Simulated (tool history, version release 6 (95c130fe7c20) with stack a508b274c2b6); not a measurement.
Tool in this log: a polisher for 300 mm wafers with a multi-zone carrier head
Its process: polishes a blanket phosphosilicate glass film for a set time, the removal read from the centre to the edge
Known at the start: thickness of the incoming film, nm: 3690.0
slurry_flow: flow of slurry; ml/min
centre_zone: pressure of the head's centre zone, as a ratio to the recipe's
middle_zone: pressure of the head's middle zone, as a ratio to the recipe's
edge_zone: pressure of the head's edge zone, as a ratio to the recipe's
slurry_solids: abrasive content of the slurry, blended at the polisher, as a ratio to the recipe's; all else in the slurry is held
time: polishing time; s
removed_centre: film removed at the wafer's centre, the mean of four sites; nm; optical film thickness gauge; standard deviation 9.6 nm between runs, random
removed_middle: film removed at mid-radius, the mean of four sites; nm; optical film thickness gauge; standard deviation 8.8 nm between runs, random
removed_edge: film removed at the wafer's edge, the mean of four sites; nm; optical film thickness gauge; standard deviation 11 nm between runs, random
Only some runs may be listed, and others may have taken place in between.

Run 1, hour 0.0: slurry_flow 195 ml/min, centre_zone 1.00, middle_zone 1.00, edge_zone 1.00, slurry_solids 1.00, time 54 s. Result: removed_centre 434.81 nm, removed_middle 434.74 nm, removed_edge 434.65 nm.
Run 2, hour 0.8: slurry_flow 195 ml/min, centre_zone 1.00, middle_zone 1.00, edge_zone 1.00, slurry_solids 0.85, time 54 s. Result: removed_centre 391.31 nm, removed_middle 399.62 nm, removed_edge 406.04 nm.
Run 3, hour 5.3: slurry_flow 195 ml/min, centre_zone 0.98, middle_zone 1.01, edge_zone 1.02, slurry_solids 0.90, time 56 s. Result: removed_centre 413.99 nm, removed_middle 420.63 nm, removed_edge 440.22 nm.
Run 4, hour 6.0: slurry_flow 195 ml/min, centre_zone 0.96, middle_zone 1.03, edge_zone 1.02, slurry_solids 0.95, time 57 s. Result: removed_centre 428.05 nm, removed_middle 444.68 nm, removed_edge 457.39 nm.
At hour 10.1: slurry nozzle cleaned.
Run 5, hour 10.1: slurry_flow 195 ml/min, centre_zone 0.94, middle_zone 1.05, edge_zone 1.02, slurry_solids 1.00, time 58 s. Result: removed_centre 446.87 nm, removed_middle 505.07 nm, removed_edge 486.72 nm.
Run 6, hour 17.4: slurry_flow 195 ml/min, centre_zone 0.98, middle_zone 1.05, edge_zone 1.02, slurry_solids 1.00, time 58 s. Result: removed_centre 468.31 nm, removed_middle 500.71 nm, removed_edge 492.07 nm.
Run 7, hour 22.7: slurry_flow 195 ml/min, centre_zone 0.98, middle_zone 1.06, edge_zone 1.04, slurry_solids 1.05, time 58 s. Result: removed_centre 481.98 nm, removed_middle 523.11 nm, removed_edge 504.42 nm.
Run 8, hour 25.3: slurry_flow 195 ml/min, centre_zone 0.97, middle_zone 1.06, edge_zone 1.05, slurry_solids 1.10, time 59 s. Result: removed_centre 495.75 nm, removed_middle 523.28 nm, removed_edge 522.41 nm.
Run 9, hour 32.7: slurry_flow 220 ml/min, centre_zone 0.87, middle_zone 1.16, edge_zone 1.06, slurry_solids 1.35, time 74 s. Result: removed_centre 582.17 nm, removed_middle 783.63 nm, removed_edge 724.77 nm.
Run 10, hour 36.1: slurry_flow 220 ml/min, centre_zone 0.88, middle_zone 1.16, edge_zone 1.06, slurry_solids 1.35, time 74 s. Result: removed_centre 603.74 nm, removed_middle 804.78 nm, removed_edge 714.29 nm.

Run 11, settings as shown, results not yet in. Your forecast:
Run 11, hour 43.4: slurry_flow 220 ml/min, centre_zone 0.88, middle_zone 1.15, edge_zone 1.07, slurry_solids 1.35, time 74 s. Result: removed_centre ?, removed_middle ?, removed_edge ?.

Logged for run 11: removed_centre 612.54 nm, removed_middle 766.97 nm, removed_edge 710.08 nm.

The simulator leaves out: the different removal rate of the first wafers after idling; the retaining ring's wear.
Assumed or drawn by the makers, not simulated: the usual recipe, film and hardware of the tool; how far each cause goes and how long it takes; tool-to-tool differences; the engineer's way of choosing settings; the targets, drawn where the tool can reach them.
